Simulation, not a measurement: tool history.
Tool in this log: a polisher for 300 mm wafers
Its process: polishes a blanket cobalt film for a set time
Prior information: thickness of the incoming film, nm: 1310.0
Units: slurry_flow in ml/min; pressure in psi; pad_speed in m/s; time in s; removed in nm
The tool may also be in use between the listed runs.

run  hour  slurry_flow  pressure  pad_speed  time  removed
  1     0          155       1.6       1.06    26   94.145
  2   5.4          155       1.7       1.06    26   98.903
  3  11.1          155       1.8       1.06    26   104.56
  4  18.1          155       1.8       1.06    23   90.752
  5  24.9          155       1.8       1.06    23   92.236
  6    27          155       1.9       1.08    23   98.825

Run 7 has not been measured yet. What should we expect?
  7  33.7          155         2       1.08    23        ?

Logged for run 7: removed 104.2 nm.
